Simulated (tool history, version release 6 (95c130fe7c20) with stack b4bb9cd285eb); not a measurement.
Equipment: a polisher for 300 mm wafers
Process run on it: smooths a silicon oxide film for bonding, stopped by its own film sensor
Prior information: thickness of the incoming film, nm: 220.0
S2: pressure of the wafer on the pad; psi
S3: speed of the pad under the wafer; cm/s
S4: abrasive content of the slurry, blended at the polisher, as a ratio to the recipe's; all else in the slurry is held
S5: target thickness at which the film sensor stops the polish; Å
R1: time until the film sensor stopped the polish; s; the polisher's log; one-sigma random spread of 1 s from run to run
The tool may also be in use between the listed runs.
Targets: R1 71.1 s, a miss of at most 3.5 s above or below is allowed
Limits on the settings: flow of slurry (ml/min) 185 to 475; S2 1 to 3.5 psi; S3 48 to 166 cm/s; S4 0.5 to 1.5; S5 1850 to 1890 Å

run 1 hour=0 | flow_of_slurry_(ml/min)=305 S2=2.2 S3=106 S4=1 S5=1850 | R1=41.637
run 2 hour=1.9 | flow_of_slurry_(ml/min)=305 S2=2.5 S3=106 S4=1 S5=1850 | R1=37.631
run 3 hour=8 | flow_of_slurry_(ml/min)=305 S2=2.5 S3=106 S4=0.8 S5=1850 | R1=40.887
run 4 hour=14.7 | flow_of_slurry_(ml/min)=305 S2=2.5 S3=106 S4=0.8 S5=1850 | R1=40.437
run 5 hour=17 | flow_of_slurry_(ml/min)=305 S2=2.5 S3=96 S4=0.8 S5=1850 | R1=43.413
run 6 hour=23.8 | flow_of_slurry_(ml/min)=305 S2=2.5 S3=96 S4=0.7 S5=1850 | R1=44.633
run 7 hour=30 | flow_of_slurry_(ml/min)=305 S2=2.3 S3=94 S4=0.7 S5=1850 | R1=48.263
run 8 hour=38 | flow_of_slurry_(ml/min)=305 S2=2.1 S3=92 S4=0.7 S5=1850 | R1=54.669
run 9 hour=39.4 | flow_of_slurry_(ml/min)=305 S2=2 S3=92 S4=0.7 S5=1850 | R1=57.593
run 10 hour=41.7 | flow_of_slurry_(ml/min)=305 S2=1.9 S3=92 S4=0.7 S5=1850 | R1=59.757
run 11 hour=42.4 | flow_of_slurry_(ml/min)=305 S2=1.8 S3=92 S4=0.7 S5=1850 | R1=62.618

Which one of the following 4 next-run settings gets every result inside its allowed miss? There is exactly one.
run A hour=43.1 | flow_of_slurry_(ml/min)=220 S2=1.9 S3=72 S4=1 S5=1850 | R1=?
run B hour=43.1 | flow_of_slurry_(ml/min)=290 S2=1.6 S3=90 S4=0.65 S5=1860 | R1=?
run C hour=43.1 | flow_of_slurry_(ml/min)=330 S2=1.5 S3=114 S4=0.75 S5=1860 | R1=?
run D hour=43.1 | flow_of_slurry_(ml/min)=235 S2=1.7 S3=102 S4=0.75 S5=1850 | R1=?

move=A R1=62.825
move=B R1=71.29
move=C R1=62.199
move=D R1=62.925
A: neither nearer nor further off than the last run
B: in spec on every target
C: neither nearer nor further off than the last run
D: neither nearer nor further off than the last run
B is the move that brings every result within its allowed miss.
